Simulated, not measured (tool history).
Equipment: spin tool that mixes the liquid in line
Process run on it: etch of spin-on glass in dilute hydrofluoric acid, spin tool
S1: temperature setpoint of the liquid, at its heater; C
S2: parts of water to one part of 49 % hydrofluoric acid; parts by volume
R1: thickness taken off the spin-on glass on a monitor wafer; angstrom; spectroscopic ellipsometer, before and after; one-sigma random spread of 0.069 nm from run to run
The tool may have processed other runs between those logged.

Run 1, hour 0: S1 26 C, S2 75 parts by volume, time under the liquid (s) 20. Result: R1 108.56 angstrom.
Run 2, hour 8.9: S1 27 C, S2 75 parts by volume, time under the liquid (s) 20. Result: R1 114.12 angstrom.
Run 3, hour 17.3: S1 28 C, S2 75 parts by volume, time under the liquid (s) 20. Result: R1 117.85 angstrom.
Run 4, hour 19.7: S1 28 C, S2 50 parts by volume, time under the liquid (s) 20. Result: R1 184.21 angstrom.
Run 5, hour 27.4: S1 28 C, S2 50 parts by volume, time under the liquid (s) 15. Result: R1 137.94 angstrom.
At hour 30.5: thermometer replaced.
Run 6, hour 30.5: S1 30.5 C, S2 50 parts by volume, time under the liquid (s) 15. Result: R1 139.55 angstrom.
Run 7, hour 34.6: S1 30 C, S2 50 parts by volume, time under the liquid (s) 15. Result: R1 137.33 angstrom.
Run 8, hour 35.3: S1 29.5 C, S2 50 parts by volume, time under the liquid (s) 15. Result: R1 135.15 angstrom.

Run 9 is up next; what results do you expect?
Run 9, hour 40: S1 29 C, S2 50 parts by volume, time under the liquid (s) 15. Result: R1 ?.

{"run 9": {"R1": 131.19}}

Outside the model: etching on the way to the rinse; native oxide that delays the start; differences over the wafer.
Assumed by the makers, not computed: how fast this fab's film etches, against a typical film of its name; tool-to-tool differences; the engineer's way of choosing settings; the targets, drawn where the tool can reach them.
